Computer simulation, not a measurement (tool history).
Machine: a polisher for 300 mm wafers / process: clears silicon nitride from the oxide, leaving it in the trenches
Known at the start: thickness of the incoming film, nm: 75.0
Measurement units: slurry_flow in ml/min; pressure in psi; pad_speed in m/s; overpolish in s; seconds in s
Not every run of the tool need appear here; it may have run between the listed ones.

run,hour,slurry_flow,pressure,pad_speed,overpolish,seconds
1,0,285,1.9,1.1,11,102.08
2,7.7,285,2.3,1.1,11,88.085
3,10.1,280,1.9,0.96,11,121.46
4,13.9,280,1.6,0.9,11,152.65
5,21.4,280,1.9,0.9,11,127.05
6,23.1,280,1.6,0.88,11,155.36
7,26.6,280,1.4,0.88,11,177.75

What does the tool deliver on the next run?
8,27.3,280,1.3,0.88,11,?

For run 8 the tool returned seconds 189.68 s.
